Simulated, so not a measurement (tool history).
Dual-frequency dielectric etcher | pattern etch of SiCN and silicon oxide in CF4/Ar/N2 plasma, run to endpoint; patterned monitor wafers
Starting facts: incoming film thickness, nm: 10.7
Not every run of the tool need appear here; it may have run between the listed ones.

run 1 hour=0.0 | source_power_(W)=570 bias_power_(W)=56 Ar_flow_(sccm)=88 CF4_flow_(sccm)=77 | endpoint_time_(s)=10.323
run 2 hour=0.9 | source_power_(W)=570 bias_power_(W)=56 Ar_flow_(sccm)=88 CF4_flow_(sccm)=64 | endpoint_time_(s)=10.603
run 3 hour=5.0 | source_power_(W)=550 bias_power_(W)=56 Ar_flow_(sccm)=88 CF4_flow_(sccm)=64 | endpoint_time_(s)=10.961
run 4 hour=10.3 | source_power_(W)=550 bias_power_(W)=56 Ar_flow_(sccm)=88 CF4_flow_(sccm)=76 | endpoint_time_(s)=10.542
run 5 hour=19.1 | source_power_(W)=550 bias_power_(W)=56 Ar_flow_(sccm)=75 CF4_flow_(sccm)=76 | endpoint_time_(s)=10.392
run 6 hour=22.4 | source_power_(W)=480 bias_power_(W)=56 Ar_flow_(sccm)=75 CF4_flow_(sccm)=76 | endpoint_time_(s)=11.502
run 7 hour=30.9 | source_power_(W)=470 bias_power_(W)=56 Ar_flow_(sccm)=75 CF4_flow_(sccm)=76 | endpoint_time_(s)=11.660
run 8 hour=33.4 | source_power_(W)=460 bias_power_(W)=56 Ar_flow_(sccm)=75 CF4_flow_(sccm)=76 | endpoint_time_(s)=11.870
run 9 hour=40.7 | source_power_(W)=450 bias_power_(W)=56 Ar_flow_(sccm)=75 CF4_flow_(sccm)=76 | endpoint_time_(s)=11.994
run 10 hour=43.7 | source_power_(W)=440 bias_power_(W)=56 Ar_flow_(sccm)=75 CF4_flow_(sccm)=76 | endpoint_time_(s)=12.237

Forecast run 11:
run 11 hour=48.0 | source_power_(W)=370 bias_power_(W)=55 Ar_flow_(sccm)=75 CF4_flow_(sccm)=76 | endpoint_time_(s)=?

endpoint time (s): 13.921
